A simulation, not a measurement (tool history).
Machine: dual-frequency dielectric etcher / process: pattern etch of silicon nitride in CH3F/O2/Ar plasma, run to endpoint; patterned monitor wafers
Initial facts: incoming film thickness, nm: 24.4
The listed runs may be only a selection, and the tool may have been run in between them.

run,hour,source power (kW),bias power (kW),endpoint time (s)
1,0.0,0.390,0.093,28.750
2,2.8,0.450,0.093,27.798
3,5.3,0.520,0.093,26.271
4,9.5,0.490,0.093,26.777
5,10.2,0.490,0.082,28.355
6,18.1,0.440,0.080,29.565
7,20.2,0.440,0.080,29.145
8,25.6,0.400,0.077,30.841
9,28.7,0.380,0.076,31.330

Forecast run 10:
10,31.6,0.380,0.076,?

{"run 10": {"endpoint time (s)": 31.642}}
